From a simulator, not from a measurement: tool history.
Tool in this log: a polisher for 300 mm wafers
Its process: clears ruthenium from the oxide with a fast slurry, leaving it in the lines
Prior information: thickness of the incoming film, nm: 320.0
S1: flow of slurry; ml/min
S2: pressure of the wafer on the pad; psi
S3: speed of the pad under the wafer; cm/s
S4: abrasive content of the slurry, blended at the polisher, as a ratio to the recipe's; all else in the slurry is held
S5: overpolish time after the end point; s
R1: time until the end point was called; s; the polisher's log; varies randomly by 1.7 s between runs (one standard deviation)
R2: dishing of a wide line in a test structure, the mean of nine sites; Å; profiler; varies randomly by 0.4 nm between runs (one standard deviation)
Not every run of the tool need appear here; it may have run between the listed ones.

run	hour	S1	S2	S3	S4	S5	R1	R2
1	0	230	2.2	118	1	10	92.31	311.64
2	8	230	1.9	114	1	10	109.7	265.01
3	10.2	190	1.9	114	1	10	113.27	269.72
4	11.2	190	1.9	114	0.9	10	117.29	263.21
5	19.3	185	1.7	114	0.9	10	132.64	234.38
6	26.6	185	1.7	136	0.9	10	114.36	273.21
7	28.8	180	1.5	132	0.9	10	129.58	234.92
8	36.8	175	1.4	128	0.9	10	144.66	209.68
9	42.5	170	1.3	128	0.9	10	157.08	202.34
10	47.4	165	1.2	128	0.9	10	167.29	188.8
11	52.6	160	1.2	128	0.9	10	169.29	183.39
12	60.8	155	1.2	128	0.9	10	171.45	181.4
13	64.7	150	1	128	0.9	11	203.05	165
14	70.9	165	1	128	0.9	11	199.55	171.85

Run 15 comes next. What will it give?
15	74.3	170	1	128	0.9	11	?	?

{"run 15": {"R1": 200.78, "R2": 167.57}}
